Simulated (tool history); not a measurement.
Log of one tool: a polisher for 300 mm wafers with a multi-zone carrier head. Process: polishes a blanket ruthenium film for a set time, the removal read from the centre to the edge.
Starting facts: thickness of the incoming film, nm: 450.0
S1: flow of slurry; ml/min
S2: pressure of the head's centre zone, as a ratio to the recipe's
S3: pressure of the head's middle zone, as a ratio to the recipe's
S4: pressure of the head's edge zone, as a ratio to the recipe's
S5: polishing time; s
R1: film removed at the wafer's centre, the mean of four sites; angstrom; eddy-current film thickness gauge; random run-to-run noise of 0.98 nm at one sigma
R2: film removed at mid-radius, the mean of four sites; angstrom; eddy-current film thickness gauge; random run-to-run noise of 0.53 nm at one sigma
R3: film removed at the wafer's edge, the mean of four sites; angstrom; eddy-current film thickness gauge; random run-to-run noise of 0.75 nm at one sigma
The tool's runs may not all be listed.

run,hour,S1,S2,S3,S4,S5,R1,R2,R3
1,0.0,310,1.00,1.00,1.00,87,953.56,948.51,942.41
2,7.7,310,1.00,0.92,1.00,87,921.51,884.09,957.61
3,10.9,310,0.99,0.93,0.98,84,896.73,847.14,906.51
4,12.8,310,0.99,0.85,0.98,84,906.21,782.50,898.73
5,17.6,310,0.99,0.85,1.06,84,906.05,791.98,938.82
6,22.4,310,0.99,0.81,1.06,84,921.48,751.18,951.31
7,23.4,310,0.99,0.83,1.03,81,862.05,742.83,893.19
8,31.2,310,0.99,0.85,1.00,79,870.28,746.26,871.08
9,33.4,310,0.98,0.87,0.98,77,832.58,737.80,816.87
10,37.6,310,0.96,0.88,0.96,76,798.48,740.20,824.47
11,38.6,320,1.03,0.98,0.87,54,603.85,575.84,547.31
12,43.3,320,1.03,1.00,0.90,55,613.31,594.42,579.98
13,51.9,325,1.04,1.02,0.91,56,646.81,616.93,583.25
14,56.6,330,1.03,1.03,0.93,56,633.13,623.94,594.07
15,57.9,330,1.03,1.04,0.94,56,634.05,632.24,602.55
16,64.8,330,1.03,1.05,0.95,56,638.34,636.82,600.57
17,70.2,330,1.03,1.06,0.96,56,633.02,638.48,608.06
18,76.2,330,1.03,1.07,0.97,56,630.21,656.41,605.36

What will run 19 give?
19,76.9,330,1.03,1.07,0.98,56,?,?,?

{"run 19": {"R1": 638.28, "R2": 635.48, "R3": 602.25}}
